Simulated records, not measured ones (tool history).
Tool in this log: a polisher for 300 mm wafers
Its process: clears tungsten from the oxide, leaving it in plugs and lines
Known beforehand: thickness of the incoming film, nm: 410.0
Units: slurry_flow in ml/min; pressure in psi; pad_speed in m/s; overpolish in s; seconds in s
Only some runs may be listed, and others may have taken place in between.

{"run": 1, "day": 0.0, "slurry_flow": 185, "pressure": 4.3, "pad_speed": 0.88, "slurry_solids": 1, "overpolish": 46, "seconds": 90.184}
{"run": 2, "day": 0.333, "slurry_flow": 180, "pressure": 3.5, "pad_speed": 0.74, "slurry_solids": 1, "overpolish": 46, "seconds": 133.48}
{"run": 3, "day": 0.658, "slurry_flow": 180, "pressure": 3.5, "pad_speed": 0.74, "slurry_solids": 1, "overpolish": 46, "seconds": 131.5}
{"run": 4, "day": 1.012, "slurry_flow": 175, "pressure": 3, "pad_speed": 0.66, "slurry_solids": 1, "overpolish": 46, "seconds": 168.75}
{"run": 5, "day": 1.208, "slurry_flow": 175, "pressure": 3, "pad_speed": 0.66, "slurry_solids": 1, "overpolish": 49, "seconds": 170.19}
{"run": 6, "day": 1.233, "slurry_flow": 150, "pressure": 3, "pad_speed": 0.66, "slurry_solids": 1, "overpolish": 49, "seconds": 174.59}
{"run": 7, "day": 1.3, "slurry_flow": 140, "pressure": 1.9, "pad_speed": 0.54, "slurry_solids": 1, "overpolish": 49, "seconds": 331.25}

Forecast run 8:
{"run": 8, "day": 1.662, "slurry_flow": 165, "pressure": 2, "pad_speed": 0.54, "slurry_solids": 1, "overpolish": 49, "seconds": "?"}

Logged for run 8: seconds 311.35 s.
